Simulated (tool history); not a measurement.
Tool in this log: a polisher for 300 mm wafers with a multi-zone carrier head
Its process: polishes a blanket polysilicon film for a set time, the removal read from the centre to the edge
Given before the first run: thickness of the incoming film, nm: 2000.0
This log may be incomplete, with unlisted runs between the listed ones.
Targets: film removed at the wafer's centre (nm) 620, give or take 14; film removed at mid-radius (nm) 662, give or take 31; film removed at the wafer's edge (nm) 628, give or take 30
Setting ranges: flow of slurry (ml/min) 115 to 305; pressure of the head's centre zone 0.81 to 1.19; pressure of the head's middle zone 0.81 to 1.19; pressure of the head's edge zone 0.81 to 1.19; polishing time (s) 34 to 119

| run | hour | flow of slurry (ml/min) | pressure of the head's centre zone | pressure of the head's middle zone | pressure of the head's edge zone | polishing time (s) | film removed at the wafer's centre (nm) | film removed at mid-radius (nm) | film removed at the wafer's edge (nm) |
|---|---|---|---|---|---|---|---|---|---|
| 1 | 0 | 195 | 1 | 1 | 1 | 76 | 536.38 | 538.08 | 523.59 |
| 2 | 3.7 | 195 | 1 | 1 | 0.94 | 76 | 536.54 | 546.77 | 509.14 |
| 3 | 7 | 195 | 1 | 1 | 0.94 | 60 | 425.5 | 414.99 | 412.89 |
| 4 | 11.3 | 200 | 1 | 1.01 | 0.97 | 63 | 450.34 | 461.98 | 439.65 |
| 5 | 15.1 | 200 | 1 | 1.01 | 0.89 | 63 | 453.75 | 468.68 | 419.12 |
| 6 | 16.5 | 205 | 1.01 | 1.03 | 0.93 | 66 | 474.22 | 482.22 | 444.84 |
| 7 | 22.3 | 205 | 1.01 | 1.03 | 0.93 | 66 | 475.36 | 473.75 | 447.85 |
| 8 | 25.1 | 210 | 1 | 1.03 | 0.94 | 69 | 497.69 | 504.3 | 475.68 |
| 9 | 26.1 | 220 | 1 | 1.05 | 0.95 | 71 | 514.52 | 533.98 | 489.64 |
| 10 | 31.6 | 220 | 1 | 1.05 | 0.95 | 71 | 508.66 | 531.86 | 482.84 |
| 11 | 37.7 | 225 | 1 | 1.06 | 0.98 | 73 | 531.54 | 555.59 | 514.04 |
| 12 | 45.3 | 235 | 1 | 1.07 | 1 | 74 | 537.06 | 574.72 | 530.72 |
| 13 | 47.5 | 240 | 1.01 | 1.08 | 1.02 | 75 | 556.93 | 585.2 | 544.31 |
| 14 | 49.7 | 245 | 1.01 | 1.09 | 1.04 | 75 | 556.9 | 595.41 | 545.62 |
| 15 | 51.1 | 250 | 1.01 | 1.09 | 1.06 | 76 | 565.58 | 597.2 | 570.15 |
| 16 | 55.1 | 250 | 1.01 | 1.09 | 1.06 | 76 | 564.89 | 588.48 | 559.28 |
| 17 | 59.6 | 255 | 1.01 | 1.1 | 1.07 | 77 | 574.22 | 599.82 | 567.18 |
| 18 | 65.6 | 260 | 1.01 | 1.11 | 1.08 | 78 | 577.4 | 628.69 | 577.78 |
| 19 | 68.1 | 265 | 1.01 | 1.11 | 1.09 | 78 | 579.75 | 645.32 | 568.68 |
| 20 | 70.6 | 260 | 1.02 | 1.12 | 1.1 | 79 | 599.2 | 651.57 | 592.9 |
| 21 | 72 | 260 | 1.02 | 1.12 | 1.11 | 79 | 600.59 | 634.68 | 617.14 |
| 22 | 79.6 | 260 | 1.02 | 1.12 | 1.11 | 79 | 595.94 | 650.4 | 593.75 |
| 23 | 85.1 | 260 | 1.02 | 1.12 | 1.12 | 79 | 589.16 | 640.55 | 601.72 |
| 24 | 88 | 265 | 1.02 | 1.12 | 1.13 | 79 | 597.04 | 633.98 | 608.58 |

4 next moves are on the table. One of them brings every result within its allowed miss. Which?
| A | 90.9 | 205 | 0.94 | 0.89 | 1.19 | 93 | ? | ? | ? |
| B | 90.9 | 270 | 0.97 | 1.14 | 1.14 | 82 | ? | ? | ? |
| C | 90.9 | 260 | 0.97 | 1.02 | 1.03 | 87 | ? | ? | ? |
| D | 90.9 | 200 | 0.99 | 0.91 | 1.19 | 92 | ? | ? | ? |

| move | film removed at the wafer's centre (nm) | film removed at mid-radius (nm) | film removed at the wafer's edge (nm) |
|---|---|---|---|
| A | 620.87 | 615.3 | 716.88 |
| B | 588.77 | 673.51 | 633.12 |
| C | 621.26 | 655.14 | 637.47 |
| D | 644.51 | 615.87 | 707.04 |
A: brings the last run's worst result on target, with another outside its allowed miss
B: further off than the last run
C: all results in spec
D: carries the result that was furthest off beyond its target, to the other side
Answer: C
